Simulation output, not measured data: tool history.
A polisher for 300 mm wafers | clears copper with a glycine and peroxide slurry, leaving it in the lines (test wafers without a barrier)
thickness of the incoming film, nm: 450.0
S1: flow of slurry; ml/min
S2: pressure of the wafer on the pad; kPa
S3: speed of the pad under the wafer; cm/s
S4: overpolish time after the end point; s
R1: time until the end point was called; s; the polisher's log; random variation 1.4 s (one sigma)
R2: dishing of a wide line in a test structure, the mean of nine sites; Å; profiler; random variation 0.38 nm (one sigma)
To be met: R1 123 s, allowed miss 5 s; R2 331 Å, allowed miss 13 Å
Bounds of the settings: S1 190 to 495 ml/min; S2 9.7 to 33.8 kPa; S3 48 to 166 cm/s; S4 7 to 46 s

run  hour   S1    S2   S3  S4      R1      R2
  1     0  320  21.4  106  24  81.296  900.77
  2   4.5  305  18.6  106  20  92.935     730
  3   8.8  350  16.5  106  17   98.65  580.47
  4  15.4  350  16.5  128  17  86.764  661.86
  5  19.2  350  16.5  154  17  71.718  745.16
  6  21.4  350  16.5  154   8  72.668  407.26
  7  26.1  345  15.2  146   8  82.887  360.38
  8  34.3  320  13.8  142   9  93.254  362.83
  9  41.1  300  13.1  142  10  96.332  381.56
 10  48.7  305   9.7  124  11   138.4  302.42
 11  52.2  320   9.7  124  11  135.93  308.68
     57.8  -- slurry nozzle cleaned
 12  57.8  330   9.7  124  11  130.33  321.37

4 next moves are on the table. One of them brings every result within its allowed miss. Which?
  A  63.4  295   11  116  10   ?   ?
  B  63.4  315   11  130  11   ?   ?
  C  63.4  230   11  120  11   ?   ?
  D  63.4  240  9.7  122  14   ?   ?

move      R1      R2
   A  124.44  306.93
   B  113.31  362.75
   C  124.65  333.75
   D  135.43  382.05
A: brings the result that was furthest off to its target, and leaves another outside
B: takes the result that was furthest off past its target
C: meets every target
D: further off than the last run
Move C is the one to make.

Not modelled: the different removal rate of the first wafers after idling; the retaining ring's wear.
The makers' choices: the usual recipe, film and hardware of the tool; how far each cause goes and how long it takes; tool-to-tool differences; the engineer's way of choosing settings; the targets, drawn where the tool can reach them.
